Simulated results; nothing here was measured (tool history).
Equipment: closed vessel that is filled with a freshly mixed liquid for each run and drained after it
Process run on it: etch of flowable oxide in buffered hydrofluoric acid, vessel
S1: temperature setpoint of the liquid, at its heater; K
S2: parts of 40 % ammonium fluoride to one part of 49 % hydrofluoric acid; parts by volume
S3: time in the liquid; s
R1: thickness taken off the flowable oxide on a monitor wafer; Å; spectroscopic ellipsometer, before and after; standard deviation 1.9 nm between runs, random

Run 1, hour 0: S1 297.15 K, S2 8 parts by volume, S3 95 s. Result: R1 2276.1 Å.
Run 2, hour 8.1: S1 296.65 K, S2 8 parts by volume, S3 95 s. Result: R1 2221 Å.
Run 3, hour 10.6: S1 296.65 K, S2 8 parts by volume, S3 100 s. Result: R1 2345.4 Å.
Run 4, hour 16.6: S1 296.65 K, S2 8 parts by volume, S3 100 s. Result: R1 2265.1 Å.
Run 5, hour 20.9: S1 296.15 K, S2 8 parts by volume, S3 100 s. Result: R1 2232.9 Å.
Run 6, hour 23.3: S1 295.65 K, S2 8 parts by volume, S3 100 s. Result: R1 2171.7 Å.

Run 7 comes next. What will it give?
Run 7, hour 29.5: S1 295.15 K, S2 8 parts by volume, S3 100 s. Result: R1 ?.

Run 7 produced R1 2140.3 Å.
